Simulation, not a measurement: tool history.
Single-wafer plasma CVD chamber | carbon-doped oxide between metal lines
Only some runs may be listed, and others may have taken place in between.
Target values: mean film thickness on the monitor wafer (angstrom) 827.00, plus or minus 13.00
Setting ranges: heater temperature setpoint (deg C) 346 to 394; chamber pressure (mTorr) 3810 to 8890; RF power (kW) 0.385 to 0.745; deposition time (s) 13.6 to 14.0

run  hour  heater temperature setpoint (deg C)  chamber pressure (mTorr)  RF power (kW)  deposition time (s)  mean film thickness on the monitor wafer (angstrom)
  1   0.0                                  370                      6350          0.565                 13.6                                               763.94
  2   3.9                                  369                      6480          0.570                 13.6                                               771.75
  3   5.5                                  368                      6600          0.575                 13.6                                               774.13
  4   6.4                                  374                      6600          0.575                 13.6                                               762.50
  5   7.1                                  372                      6660          0.580                 13.6                                               775.70
  6  11.4                                  372                      6660          0.580                 14.0                                               794.52
  7  14.4                                  371                      6690          0.580                 14.0                                               792.12
  8  18.9                                  370                      6690          0.585                 14.0                                               804.64
  9  27.3                                  369                      6710          0.585                 14.0                                               808.70
 10  32.1                                  368                      6730          0.585                 14.0                                               805.12

5 candidate next runs follow, results not yet known. Just one meets every target within its allowed miss. Identify it.
  A  36.9                                  367                      6240          0.580                 13.6                                                    ?
  B  36.9                                  368                      6580          0.640                 14.0                                                    ?
  C  36.9                                  372                      6620          0.595                 13.8                                                    ?
  D  36.9                                  361                      6530          0.620                 14.0                                                    ?
  E  36.9                                  373                      6830          0.615                 14.0                                                    ?

move  mean film thickness on the monitor wafer (angstrom)
   A                                               777.02
   B                                               849.43
   C                                               793.31
   D                                               849.35
   E                                               819.98
A: lands further from the targets than the last run did
B: takes the biggest miss from the last run beyond its target
C: lands further from the targets than the last run did
D: takes the biggest miss from the last run beyond its target
E: in spec on every target
The right move is E.
